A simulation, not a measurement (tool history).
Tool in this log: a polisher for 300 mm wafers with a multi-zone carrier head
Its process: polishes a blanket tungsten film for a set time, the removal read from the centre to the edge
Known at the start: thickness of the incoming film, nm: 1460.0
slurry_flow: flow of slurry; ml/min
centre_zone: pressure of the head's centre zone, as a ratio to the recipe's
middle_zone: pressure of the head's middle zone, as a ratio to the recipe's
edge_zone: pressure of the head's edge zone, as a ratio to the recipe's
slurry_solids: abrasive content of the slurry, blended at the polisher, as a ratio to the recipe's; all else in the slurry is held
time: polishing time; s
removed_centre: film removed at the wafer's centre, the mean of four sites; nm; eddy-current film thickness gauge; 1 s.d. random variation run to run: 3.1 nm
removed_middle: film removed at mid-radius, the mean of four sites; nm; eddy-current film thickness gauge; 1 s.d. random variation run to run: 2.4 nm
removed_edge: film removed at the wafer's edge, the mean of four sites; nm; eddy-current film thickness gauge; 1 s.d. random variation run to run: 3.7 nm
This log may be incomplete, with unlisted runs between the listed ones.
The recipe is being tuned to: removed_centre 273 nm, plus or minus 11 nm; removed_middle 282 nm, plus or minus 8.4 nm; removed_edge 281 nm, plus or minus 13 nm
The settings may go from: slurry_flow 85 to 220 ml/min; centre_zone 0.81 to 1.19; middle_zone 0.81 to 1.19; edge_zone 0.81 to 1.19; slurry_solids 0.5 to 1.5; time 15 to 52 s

run  hour  slurry_flow  centre_zone  middle_zone  edge_zone  slurry_solids  time  removed_centre  removed_middle  removed_edge
  1     0          140            1            1          1              1    33          196.13          192.74        202.36
  2   1.4          150         1.01         1.04       1.04           1.15    34          212.73          216.35        224.74
  3   6.2          165         1.01         1.04       1.04           1.15    34          216.39           215.9        227.44
  4     7          170         1.03         1.07       1.06           1.25    35          229.52          235.27        233.09
  5   7.5          175         1.03         1.07       1.08           1.35    36           242.8          242.74        246.88
  6   8.4          180         1.03         1.08        1.1            1.4    37          255.16          261.52        262.03
  7  14.5          185         1.03         1.09       1.12           1.45    37          257.07          258.95        269.14
  8  21.3          190         1.03         1.11       1.12           1.45    37          252.91          266.26        261.62
  9  28.4          190         1.03         1.11       1.13           1.45    37          254.09          269.58        261.71
       32  -- edge zone pressure recalibrated
 10    32          195         1.03          1.1       1.14            1.5    38          263.31          279.12        264.94
 11    37          185         1.04         1.11       1.14            1.5    38          266.39          274.94        271.91

Consider the 5 candidate settings below. Which is the only one whose results all fall within their allowed miss of target?
  A    42          200          1.1         1.19       1.06            1.3    37               ?               ?             ?
  B    42          170         1.04         1.08       1.15            1.5    40               ?               ?             ?
  C    42          220         1.01         1.17       1.15           1.45    35               ?               ?             ?
  D    42          200         1.06         1.03       1.17            1.3    39               ?               ?             ?
  E    42          140         0.98         0.97       1.14            1.5    43               ?               ?             ?

move  removed_centre  removed_middle  removed_edge
   A          267.38          280.68        241.22
   B           273.8           279.2        273.12
   C          243.38          270.22         244.6
   D          272.93          262.82        267.91
   E          267.92          264.67         284.5
A: brings the result that was furthest off to its target, and leaves another outside
B: each result inside its tolerance
C: its largest miss is bigger than the last run's
D: its largest miss is bigger than the last run's
E: its largest miss is bigger than the last run's
Go with B: it meets all targets.

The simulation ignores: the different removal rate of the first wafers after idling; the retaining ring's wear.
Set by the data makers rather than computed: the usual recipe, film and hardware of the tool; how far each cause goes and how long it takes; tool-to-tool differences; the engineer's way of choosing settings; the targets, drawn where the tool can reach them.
